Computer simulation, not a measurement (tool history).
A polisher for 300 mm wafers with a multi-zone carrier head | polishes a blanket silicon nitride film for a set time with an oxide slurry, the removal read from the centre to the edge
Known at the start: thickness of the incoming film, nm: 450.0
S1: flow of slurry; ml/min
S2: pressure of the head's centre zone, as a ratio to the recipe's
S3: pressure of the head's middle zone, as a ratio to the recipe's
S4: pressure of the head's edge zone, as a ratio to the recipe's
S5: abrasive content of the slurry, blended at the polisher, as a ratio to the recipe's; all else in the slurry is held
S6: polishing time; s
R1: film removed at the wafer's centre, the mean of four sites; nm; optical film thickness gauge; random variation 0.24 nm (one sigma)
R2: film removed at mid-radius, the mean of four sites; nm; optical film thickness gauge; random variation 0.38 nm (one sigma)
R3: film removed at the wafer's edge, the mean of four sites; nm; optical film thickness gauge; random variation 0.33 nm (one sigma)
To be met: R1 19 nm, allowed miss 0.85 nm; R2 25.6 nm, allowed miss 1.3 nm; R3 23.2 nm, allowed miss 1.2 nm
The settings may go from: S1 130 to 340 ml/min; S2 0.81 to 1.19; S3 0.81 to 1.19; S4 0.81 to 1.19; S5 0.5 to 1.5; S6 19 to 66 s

Run 1, day 0: S1 220 ml/min, S2 1, S3 1, S4 1, S5 1, S6 42 s. Result: R1 29.2 nm, R2 29.692 nm, R3 30.303 nm.
Run 2, day 0.2: S1 215 ml/min, S2 0.96, S3 1.02, S4 0.99, S5 0.9, S6 42 s. Result: R1 26.474 nm, R2 29.06 nm, R3 28.151 nm.
Run 3, day 0.504: S1 210 ml/min, S2 0.93, S3 1.02, S4 0.99, S5 0.85, S6 42 s. Result: R1 24.922 nm, R2 27.947 nm, R3 27.652 nm.
Run 4, day 0.854: S1 210 ml/min, S2 0.93, S3 1.02, S4 0.99, S5 1, S6 42 s. Result: R1 26.881 nm, R2 29.987 nm, R3 30.117 nm.
Run 5, day 1.179: S1 205 ml/min, S2 0.91, S3 1.03, S4 0.98, S5 0.9, S6 42 s. Result: R1 24.449 nm, R2 29.256 nm, R3 28.173 nm.
Run 6, day 1.438: S1 205 ml/min, S2 0.9, S3 1.03, S4 0.97, S5 0.85, S6 42 s. Result: R1 24.133 nm, R2 27.995 nm, R3 27.763 nm.
Run 7, day 1.604: S1 205 ml/min, S2 0.89, S3 1.05, S4 0.97, S5 0.8, S6 42 s. Result: R1 23.154 nm, R2 27.059 nm, R3 27.024 nm.
Run 8, day 1.742: S1 205 ml/min, S2 0.89, S3 1.05, S4 0.97, S5 0.8, S6 42 s. Result: R1 22.836 nm, R2 27.712 nm, R3 26.463 nm.
Run 9, day 1.796: S1 205 ml/min, S2 0.88, S3 1.06, S4 0.96, S5 0.75, S6 42 s. Result: R1 22.235 nm, R2 26.336 nm, R3 26.205 nm.
Run 10, day 2.017: S1 215 ml/min, S2 0.82, S3 1.16, S4 0.91, S5 0.8, S6 35 s. Result: R1 17.905 nm, R2 24.99 nm, R3 21.915 nm.
Run 11, day 2.179: S1 215 ml/min, S2 0.82, S3 1.16, S4 0.92, S5 0.8, S6 35 s. Result: R1 18.074 nm, R2 25.216 nm, R3 22.188 nm.
Run 12, day 2.479: S1 215 ml/min, S2 0.82, S3 1.16, S4 0.93, S5 0.8, S6 35 s. Result: R1 18.204 nm, R2 25.269 nm, R3 22.198 nm.
Run 13, day 2.546: S1 215 ml/min, S2 0.82, S3 1.15, S4 0.94, S5 0.8, S6 35 s. Result: R1 17.952 nm, R2 25.044 nm, R3 21.867 nm.

4 next moves are on the table. One of them brings every result within its allowed miss. Which?
Run A, day 2.612: S1 205 ml/min, S2 0.85, S3 1.18, S4 0.96, S5 0.8, S6 33 s. Result: R1 ?, R2 ?, R3 ?.
Run B, day 2.612: S1 200 ml/min, S2 0.83, S3 1.11, S4 0.93, S5 0.9, S6 36 s. Result: R1 ?, R2 ?, R3 ?.
Run C, day 2.612: S1 255 ml/min, S2 0.93, S3 1.19, S4 0.96, S5 0.9, S6 30 s. Result: R1 ?, R2 ?, R3 ?.
Run D, day 2.612: S1 265 ml/min, S2 0.86, S3 1.19, S4 0.93, S5 0.7, S6 35 s. Result: R1 ?, R2 ?, R3 ?.

move      R1      R2      R3
   A  17.105  23.859   21.44
   B  19.202  26.061  24.375
   C  18.893  24.117  21.291
   D  18.002   24.86  21.579
A: further off than the last run
B: meets every target
C: brings the result that was furthest off to its target, and leaves another outside
D: further off than the last run
The right move is B.
